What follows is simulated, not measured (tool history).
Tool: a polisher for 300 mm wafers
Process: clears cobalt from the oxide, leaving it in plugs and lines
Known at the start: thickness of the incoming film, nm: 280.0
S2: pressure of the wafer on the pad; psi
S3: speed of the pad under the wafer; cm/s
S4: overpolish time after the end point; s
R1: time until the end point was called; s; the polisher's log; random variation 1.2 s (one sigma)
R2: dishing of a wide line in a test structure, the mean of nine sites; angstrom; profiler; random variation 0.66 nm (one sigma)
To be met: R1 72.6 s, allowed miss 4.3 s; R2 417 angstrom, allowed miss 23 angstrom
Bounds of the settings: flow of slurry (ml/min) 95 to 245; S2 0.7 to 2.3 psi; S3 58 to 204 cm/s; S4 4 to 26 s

{"run": 1, "hour": 0.0, "flow of slurry (ml/min)": 155, "S2": 1.5, "S3": 130, "S4": 13, "R1": 71.045, "R2": 315.81}
{"run": 2, "hour": 4.4, "flow of slurry (ml/min)": 130, "S2": 1.5, "S3": 130, "S4": 13, "R1": 74.707, "R2": 312.42}
{"run": 3, "hour": 13.1, "flow of slurry (ml/min)": 130, "S2": 1.3, "S3": 130, "S4": 13, "R1": 83.184, "R2": 291.46}
{"run": 4, "hour": 13.6, "flow of slurry (ml/min)": 130, "S2": 1.3, "S3": 156, "S4": 13, "R1": 73.636, "R2": 309.68}
{"run": 5, "hour": 19.8, "flow of slurry (ml/min)": 130, "S2": 1.3, "S3": 156, "S4": 14, "R1": 73.416, "R2": 332.16}
{"run": 6, "hour": 23.3, "flow of slurry (ml/min)": 130, "S2": 1.6, "S3": 156, "S4": 14, "R1": 59.62, "R2": 370.46}
{"run": 7, "hour": 27.6, "flow of slurry (ml/min)": 130, "S2": 1.6, "S3": 156, "S4": 14, "R1": 58.798, "R2": 376.83}
{"run": 8, "hour": 36.5, "flow of slurry (ml/min)": 130, "S2": 1.6, "S3": 156, "S4": 15, "R1": 59.858, "R2": 381.9}
{"run": 9, "hour": 38.3, "flow of slurry (ml/min)": 130, "S2": 1.6, "S3": 156, "S4": 16, "R1": 61.182, "R2": 392.96}
{"run": 10, "hour": 43.4, "flow of slurry (ml/min)": 125, "S2": 1.5, "S3": 156, "S4": 18, "R1": 63.702, "R2": 412.32}

Which of these 4 next moves meets every target?
{"run": "A", "hour": 48.5, "flow of slurry (ml/min)": 120, "S2": 1.4, "S3": 184, "S4": 22, "R1": "?", "R2": "?"}
{"run": "B", "hour": 48.5, "flow of slurry (ml/min)": 115, "S2": 1.5, "S3": 136, "S4": 22, "R1": "?", "R2": "?"}
{"run": "C", "hour": 48.5, "flow of slurry (ml/min)": 120, "S2": 1.5, "S3": 156, "S4": 20, "R1": "?", "R2": "?"}
{"run": "D", "hour": 48.5, "flow of slurry (ml/min)": 120, "S2": 1.5, "S3": 156, "S4": 18, "R1": "?", "R2": "?"}

move=A R1=59.368 R2=440.89
move=B R1=72.674 R2=407.15
move=C R1=64.032 R2=412.36
move=D R1=64.032 R2=393.23
A: further off than the last run
B: meets every target
C: as far off as the last run
D: as far off as the last run
Answer: B
